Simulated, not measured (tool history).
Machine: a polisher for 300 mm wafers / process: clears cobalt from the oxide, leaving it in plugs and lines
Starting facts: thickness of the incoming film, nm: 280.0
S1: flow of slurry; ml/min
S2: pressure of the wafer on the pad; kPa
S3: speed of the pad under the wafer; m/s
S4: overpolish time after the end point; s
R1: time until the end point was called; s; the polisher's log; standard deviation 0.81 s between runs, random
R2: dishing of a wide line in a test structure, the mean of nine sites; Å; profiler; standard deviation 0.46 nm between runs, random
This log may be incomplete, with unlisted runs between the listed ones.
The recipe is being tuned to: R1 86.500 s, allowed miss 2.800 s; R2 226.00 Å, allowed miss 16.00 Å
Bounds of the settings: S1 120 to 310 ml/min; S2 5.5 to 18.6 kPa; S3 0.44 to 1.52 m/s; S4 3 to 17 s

run,day,S1,S2,S3,S4,R1,R2
1,0.000,200,11.7,0.98,9,66.287,210.63
2,0.217,200,11.7,0.76,9,85.886,184.38
3,0.392,180,11.7,0.76,9,87.327,181.83
4,0.679,180,11.7,0.76,7,87.883,153.17
5,0.971,185,11.7,0.76,8,85.435,166.78
6,1.100,190,11.7,0.76,9,85.013,185.66
7,1.458,190,11.7,0.76,10,86.245,193.73
8,1.567,190,11.7,0.76,11,85.940,207.10

Of the 4 settings listed for the next run, only one would bring every result within its allowed miss of target. Which one?
A,1.675,200,11.7,0.82,9,?,?
B,1.675,185,11.0,0.78,9,?,?
C,1.675,185,13.8,0.64,13,?,?
D,1.675,195,10.3,0.80,9,?,?

move,R1,R2
A,79.454,198.23
B,89.469,184.64
C,87.078,230.19
D,92.191,181.25
A: its largest miss is bigger than the last run's
B: its largest miss is bigger than the last run's
C: hits every target within its allowed miss
D: its largest miss is bigger than the last run's
The move that meets every target is C.

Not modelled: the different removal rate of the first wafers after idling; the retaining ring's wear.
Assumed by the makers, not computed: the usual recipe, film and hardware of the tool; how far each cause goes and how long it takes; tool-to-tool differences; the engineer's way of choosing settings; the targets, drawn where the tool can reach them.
